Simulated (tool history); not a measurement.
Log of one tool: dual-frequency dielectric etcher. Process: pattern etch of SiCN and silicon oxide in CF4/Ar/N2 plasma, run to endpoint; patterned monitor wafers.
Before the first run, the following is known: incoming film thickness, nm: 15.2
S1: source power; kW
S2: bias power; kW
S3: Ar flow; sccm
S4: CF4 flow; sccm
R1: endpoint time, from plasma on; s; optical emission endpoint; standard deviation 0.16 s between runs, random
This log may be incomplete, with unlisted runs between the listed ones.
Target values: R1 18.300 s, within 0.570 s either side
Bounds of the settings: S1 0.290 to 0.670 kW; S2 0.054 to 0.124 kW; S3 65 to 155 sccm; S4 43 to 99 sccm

run 1 hour=0.0 | S1=0.480 S2=0.089 S3=110 S4=71 | R1=15.962
run 2 hour=9.0 | S1=0.480 S2=0.089 S3=125 S4=71 | R1=16.332
run 3 hour=11.5 | S1=0.460 S2=0.088 S3=125 S4=71 | R1=16.727
run 4 hour=14.6 | S1=0.460 S2=0.088 S3=106 S4=71 | R1=16.421
run 5 hour=16.7 | S1=0.440 S2=0.087 S3=106 S4=71 | R1=17.086
run 6 hour=18.2 | S1=0.440 S2=0.087 S3=93 S4=71 | R1=16.423
run 7 hour=22.1 | S1=0.420 S2=0.086 S3=93 S4=71 | R1=17.084
run 8 hour=28.9 | S1=0.410 S2=0.085 S3=93 S4=71 | R1=17.819

Below are 5 possible settings for the next run. Only one of them brings all results inside the allowed miss of their targets. Which is it?
run A hour=35.7 | S1=0.370 S2=0.090 S3=76 S4=65 | R1=?
run B hour=35.7 | S1=0.440 S2=0.086 S3=114 S4=68 | R1=?
run C hour=35.7 | S1=0.420 S2=0.082 S3=82 S4=75 | R1=?
run D hour=35.7 | S1=0.440 S2=0.083 S3=92 S4=65 | R1=?
run E hour=35.7 | S1=0.450 S2=0.079 S3=96 S4=74 | R1=?

move=A R1=18.214
move=B R1=17.356
move=C R1=16.963
move=D R1=17.180
move=E R1=16.821
A: hits every target within its allowed miss
B: moves away from the targets compared with the last run
C: moves away from the targets compared with the last run
D: moves away from the targets compared with the last run
E: moves away from the targets compared with the last run
The right move is A.
